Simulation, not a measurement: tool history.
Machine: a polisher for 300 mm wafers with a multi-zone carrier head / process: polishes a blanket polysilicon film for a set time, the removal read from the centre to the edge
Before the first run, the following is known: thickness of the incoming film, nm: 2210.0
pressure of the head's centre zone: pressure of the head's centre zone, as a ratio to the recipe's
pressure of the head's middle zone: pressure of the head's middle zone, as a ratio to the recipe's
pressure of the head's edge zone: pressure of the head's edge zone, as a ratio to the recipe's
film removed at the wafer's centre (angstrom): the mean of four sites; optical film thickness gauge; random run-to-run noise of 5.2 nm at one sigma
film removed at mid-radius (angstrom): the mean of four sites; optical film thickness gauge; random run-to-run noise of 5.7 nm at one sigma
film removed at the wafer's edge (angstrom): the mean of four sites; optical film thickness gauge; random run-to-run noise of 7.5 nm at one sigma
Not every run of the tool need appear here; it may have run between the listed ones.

run  hour  flow of slurry (ml/min)  pressure of the head's centre zone  pressure of the head's middle zone  pressure of the head's edge zone  polishing time (s)  film removed at the wafer's centre (angstrom)  film removed at mid-radius (angstrom)  film removed at the wafer's edge (angstrom)
  1   0.0                      265                                1.00                                1.00                              1.00                  89                                         5540.1                                 5751.4                                       5811.0
  2   3.2                      265                                1.00                                1.00                              0.96                  89                                         5643.5                                 5809.3                                       5657.0
  3  10.5                      265                                1.06                                1.00                              0.96                  89                                         6039.4                                 5717.8                                       5659.4
  4  11.9                      275                                1.06                                1.02                              1.01                  91                                         6227.4                                 5979.4                                       5910.4
  5  17.2                      280                                1.05                                1.02                              1.04                  94                                         6232.8                                 6213.1                                       6348.4
  6  20.8                      335                                1.05                                1.02                              1.04                  94                                         6431.8                                 6341.2                                       6263.5
  7  24.2                      330                                1.05                                1.03                              1.07                  96                                         6502.3                                 6395.7                                       6473.4

Estimate the outcome of run 8 from the log above:
  8  25.1                      325                                1.05                                1.04                              1.09                  98                                              ?                                      ?                                            ?

film removed at the wafer's centre (angstrom): 6689.6
film removed at mid-radius (angstrom): 6691.2
film removed at the wafer's edge (angstrom): 6627.7

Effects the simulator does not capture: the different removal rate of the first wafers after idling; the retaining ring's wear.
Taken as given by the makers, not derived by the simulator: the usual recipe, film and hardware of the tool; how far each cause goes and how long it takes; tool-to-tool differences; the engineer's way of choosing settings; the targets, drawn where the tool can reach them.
